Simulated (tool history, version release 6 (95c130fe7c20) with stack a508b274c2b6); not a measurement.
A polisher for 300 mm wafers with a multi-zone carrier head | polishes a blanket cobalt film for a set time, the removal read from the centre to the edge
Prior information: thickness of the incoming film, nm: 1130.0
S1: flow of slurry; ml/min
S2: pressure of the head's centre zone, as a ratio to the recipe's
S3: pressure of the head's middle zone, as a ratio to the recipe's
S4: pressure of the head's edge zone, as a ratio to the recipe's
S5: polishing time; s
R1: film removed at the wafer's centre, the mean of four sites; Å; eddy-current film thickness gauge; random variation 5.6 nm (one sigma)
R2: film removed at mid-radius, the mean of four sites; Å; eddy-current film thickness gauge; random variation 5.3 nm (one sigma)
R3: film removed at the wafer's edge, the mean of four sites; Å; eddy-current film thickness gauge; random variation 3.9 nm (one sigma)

run  hour   S1    S2    S3    S4  S5      R1      R2      R3
  1     0  130     1     1     1  59  3354.4  3404.7  3316.7
  2     2  130     1  1.07     1  59  3330.1  3650.6  3306.5
  3   5.1  135     1  1.06  1.02  61  3451.3  3693.6  3480.2
  4  10.1  135     1  1.06  1.02  69  4030.7    4189  3938.7
  5  14.4  135     1  1.15  1.02  69  3930.2  4453.3  3932.2
  6  20.5  135  0.95  1.15  1.02  69  3875.2  4496.7  3908.3
  7  26.7  140  0.95  1.14  1.04  69  3770.6  4497.6  4016.2
  8  32.1  175  1.05  1.04  1.12  72  4543.6  4385.5  4412.1
  9  41.1  175  1.04  1.04  1.13  72  4460.9    4478  4400.5

Predict the results of run 10:
 10    50  175  1.03  1.04  1.14  72   ?   ?   ?

Run 10 measured R1 4426.3 Å, R2 4391.5 Å, R3 4429.1 Å.

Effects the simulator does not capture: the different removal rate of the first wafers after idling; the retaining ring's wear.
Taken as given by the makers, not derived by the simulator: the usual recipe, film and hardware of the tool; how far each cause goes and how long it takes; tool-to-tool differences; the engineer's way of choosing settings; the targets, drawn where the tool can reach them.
